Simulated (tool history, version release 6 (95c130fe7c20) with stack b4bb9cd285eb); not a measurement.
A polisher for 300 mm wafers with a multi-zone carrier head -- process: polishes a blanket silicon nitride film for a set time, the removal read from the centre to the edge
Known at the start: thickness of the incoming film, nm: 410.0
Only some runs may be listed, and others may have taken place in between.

run    day  flow of slurry (ml/min)  pressure of the head's centre zone  pressure of the head's middle zone  pressure of the head's edge zone  polishing time (s)  film removed at the wafer's centre (angstrom)  film removed at mid-radius (angstrom)  film removed at the wafer's edge (angstrom)
  1      0                      215                                   1                                   1                                 1                  59                                         1397.3                                 1435.5                                       1281.6
  2  0.025                      215                                   1                                   1                              1.08                  59                                         1391.6                                   1424                                       1350.9
  3  0.054                      195                                   1                                   1                              1.08                  59                                         1394.4                                   1407                                       1323.6
  4  0.162                      195                                   1                                1.07                              1.08                  59                                           1384                                 1489.8                                       1336.2
  5  0.325                      195                                   1                                1.07                              1.08                  74                                         1730.3                                 1869.2                                       1684.2
     0.408  -- edge zone pressure recalibrated
  6  0.408                      190                                0.99                                1.07                              1.07                  74                                         1723.9                                 1842.3                                       1746.1
  7  0.662                      195                                0.99                                1.07                              1.06                  73                                         1693.5                                 1874.8                                       1715.8
  8  0.688                      195                                0.99                                1.07                              1.05                  72                                         1670.5                                 1836.6                                       1731.6
  9  0.988                      195                                0.99                                1.07                              1.05                  72                                         1674.4                                 1810.7                                       1727.2
 10  1.054                      195                                0.99                                1.07                              1.05                  72                                         1678.2                                 1829.2                                       1731.7
 11  1.262                      205                                0.99                                1.08                              1.05                  71                                         1627.2                                 1844.9                                       1704.5

Predict the results of run 12:
 12  1.504                      205                                   1                                1.09                              1.05                  70                                              ?                                      ?                                            ?

film removed at the wafer's centre (angstrom): 1664.1
film removed at mid-radius (angstrom): 1811.4
film removed at the wafer's edge (angstrom): 1672.3
